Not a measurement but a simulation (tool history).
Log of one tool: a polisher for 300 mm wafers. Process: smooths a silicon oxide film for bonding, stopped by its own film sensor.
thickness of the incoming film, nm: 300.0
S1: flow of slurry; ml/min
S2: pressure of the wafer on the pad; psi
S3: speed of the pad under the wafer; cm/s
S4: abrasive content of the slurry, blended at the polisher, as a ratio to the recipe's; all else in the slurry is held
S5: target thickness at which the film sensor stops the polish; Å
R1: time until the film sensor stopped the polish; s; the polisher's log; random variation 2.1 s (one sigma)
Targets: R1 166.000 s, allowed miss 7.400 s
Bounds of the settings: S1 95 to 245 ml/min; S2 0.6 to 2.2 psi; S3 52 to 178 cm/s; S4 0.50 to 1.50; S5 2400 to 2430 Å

run	hour	S1	S2	S3	S4	S5	R1
1	0.0	155	1.4	114	1.00	2430	114.100
2	8.5	155	1.6	114	1.00	2430	101.900
3	15.6	155	1.5	114	1.00	2430	107.500
4	22.4	155	1.4	114	1.00	2430	112.480
5	29.7	155	1.4	142	1.00	2430	94.562
6	37.1	155	1.4	126	1.00	2430	103.480
7	41.3	155	1.3	126	1.00	2430	110.040
8	44.5	155	1.2	126	1.00	2430	117.280
9	51.7	155	1.1	126	1.00	2430	123.200
10	57.6	155	1.1	126	1.00	2430	118.160
11	65.0	155	1.0	124	1.00	2430	130.700
12	71.3	150	0.8	122	1.00	2430	154.640
13	75.6	140	0.8	122	1.00	2430	153.260

Which of these 5 next moves meets every target?
A	79.9	145	0.9	120	1.00	2430	?
B	79.9	145	0.8	126	1.05	2430	?
C	79.9	155	1.2	116	1.00	2400	?
D	79.9	180	0.7	118	1.25	2430	?
E	79.9	120	0.7	132	1.05	2400	?

move	R1
A	146.280
B	146.050
C	129.930
D	144.420
E	166.560
A: further off than the last run
B: further off than the last run
C: further off than the last run
D: further off than the last run
E: meets every target
Answer: E
